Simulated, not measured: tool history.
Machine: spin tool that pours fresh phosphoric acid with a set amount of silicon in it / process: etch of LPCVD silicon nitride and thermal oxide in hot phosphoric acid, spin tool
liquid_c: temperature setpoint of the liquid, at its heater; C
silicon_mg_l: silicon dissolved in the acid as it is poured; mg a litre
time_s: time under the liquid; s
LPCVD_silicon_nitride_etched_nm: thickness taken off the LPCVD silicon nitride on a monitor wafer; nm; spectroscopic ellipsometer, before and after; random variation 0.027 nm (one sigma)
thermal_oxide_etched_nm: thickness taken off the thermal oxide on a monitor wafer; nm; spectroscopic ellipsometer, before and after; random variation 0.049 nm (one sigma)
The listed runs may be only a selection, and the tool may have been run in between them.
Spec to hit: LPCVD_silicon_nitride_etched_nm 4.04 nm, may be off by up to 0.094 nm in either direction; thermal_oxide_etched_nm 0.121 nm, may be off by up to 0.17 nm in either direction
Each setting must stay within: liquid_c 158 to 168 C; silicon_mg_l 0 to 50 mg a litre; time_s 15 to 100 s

run	hour	liquid_c	silicon_mg_l	time_s	LPCVD_silicon_nitride_etched_nm	thermal_oxide_etched_nm
1	0	163	25.5	50	4.8042	0.10175
2	4.9	163	25.5	70	6.6546	0.032801
3	12.9	163	25.5	60	5.6819	0.070103
4	17.8	162.5	25	60	5.5751	0.071721
5	18.4	162.5	14	60	5.5524	0.26285
6	20.5	162.5	14	70	6.4162	0.24992
7	27.8	162	15.5	65	5.9948	0.24706
8	29.7	162	17	60	5.4831	0.12361
9	38.4	162	17	60	5.5021	0.15637
10	47.3	161.5	17	60	5.3632	0.18708
11	52	161	18	60	5.2567	0.19778
12	53	160.5	19	60	5.1641	0.11328
13	54.1	160.5	19	60	5.1687	0.23644

Of the 5 settings listed for the next run, only one would bring every result within its allowed miss of target. Which one?
A	55.2	161	14	65	?	?
B	55.2	161.5	26.5	45	?	?
C	55.2	162	44	85	?	?
D	55.2	164	31.5	70	?	?
E	55.2	159.5	35	45	?	?

move	LPCVD_silicon_nitride_etched_nm	thermal_oxide_etched_nm
A	5.7079	0.14299
B	4.0182	0.071393
C	7.7174	0.053997
D	6.7908	0.10995
E	3.7577	0.043214
A: lands further from the targets than the last run did
B: all results in spec
C: lands further from the targets than the last run did
D: lands further from the targets than the last run did
E: pushes the last run's worst result past its target
Go with B: it meets all targets.
